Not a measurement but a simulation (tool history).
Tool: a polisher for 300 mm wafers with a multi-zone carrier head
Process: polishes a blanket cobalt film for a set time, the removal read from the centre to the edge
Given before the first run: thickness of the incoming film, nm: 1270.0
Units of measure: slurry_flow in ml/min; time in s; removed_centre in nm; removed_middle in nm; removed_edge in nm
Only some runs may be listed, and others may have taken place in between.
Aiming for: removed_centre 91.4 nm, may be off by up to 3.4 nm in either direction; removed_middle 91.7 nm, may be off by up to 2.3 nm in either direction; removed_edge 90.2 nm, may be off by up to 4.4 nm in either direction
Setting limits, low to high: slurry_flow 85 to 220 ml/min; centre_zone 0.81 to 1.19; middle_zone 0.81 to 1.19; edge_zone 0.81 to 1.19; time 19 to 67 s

run,day,slurry_flow,centre_zone,middle_zone,edge_zone,time,removed_centre,removed_middle,removed_edge
1,0,140,1,1,1,43,125.84,128.13,127.31
2,0.292,135,0.99,0.99,0.97,41,117.11,120.17,116.05
3,0.633,120,0.99,0.99,0.97,41,113.27,115.63,115.18
4,0.758,120,0.99,0.99,0.97,51,141.2,145.3,141.84
5,0.812,120,0.99,0.99,0.92,51,141.41,144.51,139.83
6,1.017,120,0.98,0.98,0.9,48,132.92,136.39,132.89
7,1.217,115,0.98,0.98,0.9,45,121.27,126.2,123.23
8,1.246,115,0.99,0.98,0.89,43,117.8,122.06,115.2
9,1.321,110,0.99,0.97,0.88,41,111.18,111.7,108.01
10,1.429,110,0.98,0.96,0.87,40,106.51,108.53,105.11
11,1.629,110,0.98,0.95,0.86,39,102.67,104.43,99.17
12,1.875,105,0.97,0.94,0.86,39,101.01,101.41,100.93
13,2.008,105,0.97,0.94,0.85,38,98.775,99.341,100.08
14,2.312,100,0.99,0.96,0.81,33,85.549,86.605,83.697
15,2.367,100,0.99,0.96,0.81,33,85.963,86.458,84.159
16,2.525,105,0.99,0.96,0.82,33,87.858,86.703,82.719
17,2.704,105,0.99,0.96,0.83,33,85.856,88.096,83.44
18,2.829,105,0.99,0.96,0.84,33,87.528,87.677,85.456
19,2.967,110,0.99,0.96,0.85,33,89.544,89.939,88.609

Which of these 4 next moves meets every target?
A,3.104,125,1.03,0.97,0.81,31,?,?,?
B,3.104,85,1,0.86,0.89,38,?,?,?
C,3.104,90,1.01,0.96,0.83,36,?,?,?
D,3.104,120,0.9,0.86,0.94,37,?,?,?

move,removed_centre,removed_middle,removed_edge
A,89.885,87.739,80.739
B,93.025,85.954,94.307
C,91.278,91.238,88.288
D,94.735,93.786,101.09
A: its largest miss is bigger than the last run's
B: its largest miss is bigger than the last run's
C: meets every target
D: puts the biggest miss on target and leaves a different result outside tolerance
So the answer is move C, the one that meets all the targets.
